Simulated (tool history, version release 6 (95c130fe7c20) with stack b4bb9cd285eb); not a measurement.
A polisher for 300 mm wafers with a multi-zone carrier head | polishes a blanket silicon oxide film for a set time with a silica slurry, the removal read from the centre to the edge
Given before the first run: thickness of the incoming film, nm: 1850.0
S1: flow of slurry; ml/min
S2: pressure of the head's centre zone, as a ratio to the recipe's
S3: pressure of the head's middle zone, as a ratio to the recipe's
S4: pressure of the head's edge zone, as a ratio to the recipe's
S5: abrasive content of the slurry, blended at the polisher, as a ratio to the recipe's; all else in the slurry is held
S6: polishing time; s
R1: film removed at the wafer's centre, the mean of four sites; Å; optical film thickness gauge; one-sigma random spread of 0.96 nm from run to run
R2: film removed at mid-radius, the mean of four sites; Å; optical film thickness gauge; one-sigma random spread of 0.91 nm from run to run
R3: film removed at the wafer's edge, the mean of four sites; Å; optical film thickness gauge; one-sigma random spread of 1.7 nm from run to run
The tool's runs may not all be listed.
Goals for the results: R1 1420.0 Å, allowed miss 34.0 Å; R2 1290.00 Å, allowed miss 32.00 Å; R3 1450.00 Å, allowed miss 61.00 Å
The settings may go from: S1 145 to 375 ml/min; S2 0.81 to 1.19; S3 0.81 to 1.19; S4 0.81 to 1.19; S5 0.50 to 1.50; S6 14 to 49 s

run	hour	S1	S2	S3	S4	S5	S6	R1	R2	R3
1	0.0	240	1.00	1.00	1.00	1.00	31	1046.2	1048.10	1061.00
2	7.7	185	1.00	1.00	1.00	1.00	31	1010.0	996.15	1049.80
3	9.3	185	1.07	1.00	1.00	1.00	31	1071.8	989.68	1044.90
4	11.3	185	1.07	0.96	1.00	1.00	31	1084.6	955.76	1033.40
5	15.0	185	1.07	0.96	1.00	0.80	31	1016.7	901.89	952.69
6	19.7	190	1.08	0.97	1.02	0.90	31	1049.8	946.08	1042.30
7	28.5	205	1.09	0.98	1.03	0.95	31	1093.5	988.72	1078.80
8	32.0	220	1.10	0.99	1.04	1.00	31	1153.7	1025.40	1103.60
9	33.7	225	1.11	1.00	1.06	1.05	31	1179.0	1031.30	1118.70
10	35.1	230	1.11	1.01	1.08	1.10	31	1216.2	1088.40	1141.00
11	37.7	175	1.04	0.91	1.18	1.35	33	1215.0	1068.00	1312.10
12	38.9	190	1.04	0.92	1.18	1.35	33	1247.9	1103.20	1310.70
13	45.7	195	1.04	0.92	1.18	1.35	33	1269.7	1105.20	1346.30
14	47.6	205	1.04	0.93	1.18	1.35	33	1265.2	1138.80	1377.40
15	56.5	215	1.05	0.94	1.17	1.35	33	1280.4	1138.30	1349.40
16	65.3	230	1.05	0.95	1.17	1.35	33	1283.3	1167.10	1354.90
17	69.6	240	1.06	0.95	1.17	1.35	33	1332.0	1168.50	1364.40
18	77.9	250	1.06	0.96	1.17	1.35	33	1337.8	1198.70	1377.40
19	78.6	320	1.08	0.98	1.19	1.35	33	1402.4	1241.30	1406.20

Which of these 5 next moves meets every target?
A	79.3	290	0.99	1.02	1.15	1.45	34	?	?	?
B	79.3	305	0.95	0.92	1.19	1.40	38	?	?	?
C	79.3	305	1.03	0.88	1.19	1.35	34	?	?	?
D	79.3	370	1.11	1.03	1.12	1.45	30	?	?	?
E	79.3	330	1.06	0.99	1.19	1.50	33	?	?	?

move	R1	R2	R3
A	1332.1	1346.80	1416.00
B	1424.2	1372.40	1598.80
C	1357.8	1169.40	1414.80
D	1341.1	1224.80	1255.60
E	1412.0	1304.00	1425.50
A: takes the biggest miss from the last run beyond its target
B: takes the biggest miss from the last run beyond its target
C: further off than the last run
D: further off than the last run
E: in spec on every target
E is the move that brings every result within its allowed miss.

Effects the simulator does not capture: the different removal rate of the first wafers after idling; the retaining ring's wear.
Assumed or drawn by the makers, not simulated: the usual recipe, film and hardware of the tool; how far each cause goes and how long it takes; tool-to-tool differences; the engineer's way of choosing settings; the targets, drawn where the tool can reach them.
